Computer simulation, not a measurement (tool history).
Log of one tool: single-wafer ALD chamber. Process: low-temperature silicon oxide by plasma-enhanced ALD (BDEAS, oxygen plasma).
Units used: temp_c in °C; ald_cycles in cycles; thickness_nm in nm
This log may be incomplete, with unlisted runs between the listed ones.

run 1 day=0.000 | temp_c=90 ald_cycles=55 | thickness_nm=8.4878
run 2 day=0.100 | temp_c=84 ald_cycles=55 | thickness_nm=8.6180
run 3 day=0.325 | temp_c=84 ald_cycles=52 | thickness_nm=8.1766
run 4 day=0.471 | temp_c=83 ald_cycles=55 | thickness_nm=8.7139
run 5 day=0.650 | temp_c=83 ald_cycles=59 | thickness_nm=9.3105
run 6 day=0.829 | temp_c=90 ald_cycles=59 | thickness_nm=9.0432
run 7 day=0.904 | temp_c=87 ald_cycles=60 | thickness_nm=9.3672
run 8 day=0.933 | temp_c=87 ald_cycles=60 | thickness_nm=9.3548
run 9 day=1.067 | temp_c=85 ald_cycles=61 | thickness_nm=9.5789
run 10 day=1.254 | temp_c=84 ald_cycles=62 | thickness_nm=9.7488

Run 11, settings as shown, results not yet in. Your forecast:
run 11 day=1.342 | temp_c=83 ald_cycles=62 | thickness_nm=?

Run 11 gave thickness_nm 9.7703 nm.
